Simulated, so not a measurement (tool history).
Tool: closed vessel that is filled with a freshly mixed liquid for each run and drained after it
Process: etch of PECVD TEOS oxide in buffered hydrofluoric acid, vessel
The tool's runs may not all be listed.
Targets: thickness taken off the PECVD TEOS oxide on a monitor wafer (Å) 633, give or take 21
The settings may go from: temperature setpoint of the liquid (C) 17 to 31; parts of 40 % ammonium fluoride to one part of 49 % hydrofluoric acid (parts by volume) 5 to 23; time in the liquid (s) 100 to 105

| run | day | temperature setpoint of the liquid (C) | parts of 40 % ammonium fluoride to one part of 49 % hydrofluoric acid (parts by volume) | time in the liquid (s) | thickness taken off the PECVD TEOS oxide on a monitor wafer (Å) |
|---|---|---|---|---|---|
| 1 | 0 | 23 | 14 | 100 | 880.94 |
| 2 | 0.112 | 21.5 | 14 | 100 | 807.48 |
| 3 | 0.392 | 20.5 | 14 | 100 | 769.96 |
| 4 | 0.754 | 23 | 14 | 100 | 882.27 |
| 5 | 0.875 | 21.5 | 14 | 100 | 810.05 |
| 6 | 0.958 | 21.5 | 14 | 100 | 810.36 |
| 7 | 1.233 | 20 | 14 | 100 | 735.72 |
| 8 | 1.35 | 19.5 | 14 | 100 | 728.7 |
| 9 | 1.429 | 19 | 14 | 100 | 691.46 |

Below are 5 possible settings for the next run. Only one of them brings all results inside the allowed miss of their targets. Which is it?
| A | 1.508 | 18.5 | 15 | 100 | ? |
| B | 1.508 | 18 | 13.5 | 100 | ? |
| C | 1.508 | 17 | 13 | 100 | ? |
| D | 1.508 | 20 | 15.5 | 100 | ? |
| E | 1.508 | 19.5 | 15 | 100 | ? |

| move | thickness taken off the PECVD TEOS oxide on a monitor wafer (Å) |
|---|---|
| A | 641.35 |
| B | 691.44 |
| C | 677.78 |
| D | 675.75 |
| E | 678.59 |
A: all results land within tolerance of their targets
B: about the same distance from the targets as the last run
C: closer than the last run, but not yet in spec
D: closer than the last run, but not yet in spec
E: closer than the last run, but not yet in spec
Go with A: it meets all targets.
